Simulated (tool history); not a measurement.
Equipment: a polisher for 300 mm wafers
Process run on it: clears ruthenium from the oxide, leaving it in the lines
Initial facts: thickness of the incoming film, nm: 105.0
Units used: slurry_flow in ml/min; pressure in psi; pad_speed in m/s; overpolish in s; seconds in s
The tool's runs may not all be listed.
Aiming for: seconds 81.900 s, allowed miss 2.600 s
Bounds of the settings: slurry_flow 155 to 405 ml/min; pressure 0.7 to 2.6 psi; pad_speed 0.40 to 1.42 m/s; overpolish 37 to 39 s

{"run": 1, "day": 0.0, "slurry_flow": 260, "pressure": 1.6, "pad_speed": 0.9, "overpolish": 37, "seconds": 114.9}
{"run": 2, "day": 0.333, "slurry_flow": 260, "pressure": 1.7, "pad_speed": 0.9, "overpolish": 37, "seconds": 109.69}
{"run": 3, "day": 0.617, "slurry_flow": 260, "pressure": 1.7, "pad_speed": 0.9, "overpolish": 39, "seconds": 108.31}
{"run": 4, "day": 0.738, "slurry_flow": 325, "pressure": 1.7, "pad_speed": 0.9, "overpolish": 39, "seconds": 106.16}
{"run": 5, "day": 0.921, "slurry_flow": 325, "pressure": 1.7, "pad_speed": 0.9, "overpolish": 37, "seconds": 108.4}
{"run": 6, "day": 1.062, "slurry_flow": 325, "pressure": 1.8, "pad_speed": 0.9, "overpolish": 37, "seconds": 102.68}
{"run": 7, "day": 1.338, "slurry_flow": 325, "pressure": 1.9, "pad_speed": 0.9, "overpolish": 37, "seconds": 96.093}
{"run": 8, "day": 1.554, "slurry_flow": 325, "pressure": 2.1, "pad_speed": 0.9, "overpolish": 37, "seconds": 86.587}

Consider the 4 candidate settings below. Which is the only one whose results all fall within their allowed miss of target?
{"run": "A", "day": 1.771, "slurry_flow": 330, "pressure": 2.1, "pad_speed": 1.06, "overpolish": 39, "seconds": "?"}
{"run": "B", "day": 1.771, "slurry_flow": 360, "pressure": 2.3, "pad_speed": 0.96, "overpolish": 37, "seconds": "?"}
{"run": "C", "day": 1.771, "slurry_flow": 280, "pressure": 2.1, "pad_speed": 0.96, "overpolish": 39, "seconds": "?"}
{"run": "D", "day": 1.771, "slurry_flow": 395, "pressure": 1.9, "pad_speed": 0.92, "overpolish": 37, "seconds": "?"}

move=A seconds=73.438
move=B seconds=73.550
move=C seconds=81.856
move=D seconds=91.831
A: takes the result that was furthest off past its target
B: takes the result that was furthest off past its target
C: all results in spec
D: misses by more than the last run did
Move C is the one to make.
